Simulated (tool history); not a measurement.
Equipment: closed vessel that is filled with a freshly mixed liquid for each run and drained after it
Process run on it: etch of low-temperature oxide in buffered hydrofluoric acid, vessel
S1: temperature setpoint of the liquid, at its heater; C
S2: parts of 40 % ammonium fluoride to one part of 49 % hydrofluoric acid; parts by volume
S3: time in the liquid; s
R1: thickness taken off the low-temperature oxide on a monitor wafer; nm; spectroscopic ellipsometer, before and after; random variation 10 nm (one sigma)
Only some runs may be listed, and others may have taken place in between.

{"run": 1, "day": 0.0, "S1": 24, "S2": 8.5, "S3": 105, "R1": 820.88}
{"run": 2, "day": 0.338, "S1": 24, "S2": 7.5, "S3": 105, "R1": 933.43}
{"run": 3, "day": 0.667, "S1": 24, "S2": 9.5, "S3": 105, "R1": 734.13}
{"run": 4, "day": 1.033, "S1": 24, "S2": 9.5, "S3": 110, "R1": 774.59}
{"run": 5, "day": 1.267, "S1": 25.5, "S2": 9.5, "S3": 110, "R1": 855.44}
{"run": 6, "day": 1.458, "S1": 25.5, "S2": 9.5, "S3": 110, "R1": 848.58}
{"run": 7, "day": 1.496, "S1": 26.5, "S2": 9.5, "S3": 110, "R1": 887.73}
{"run": 8, "day": 1.608, "S1": 27.5, "S2": 9.5, "S3": 110, "R1": 923.72}
{"run": 9, "day": 1.762, "S1": 28, "S2": 9.5, "S3": 110, "R1": 979.26}
{"run": 10, "day": 1.896, "S1": 28.5, "S2": 9.5, "S3": 110, "R1": 983.67}

For run 11, what comes out?
{"run": 11, "day": 2.233, "S1": 29, "S2": 9.5, "S3": 110, "R1": "?"}

Run 11 produced R1 1016.5 nm.
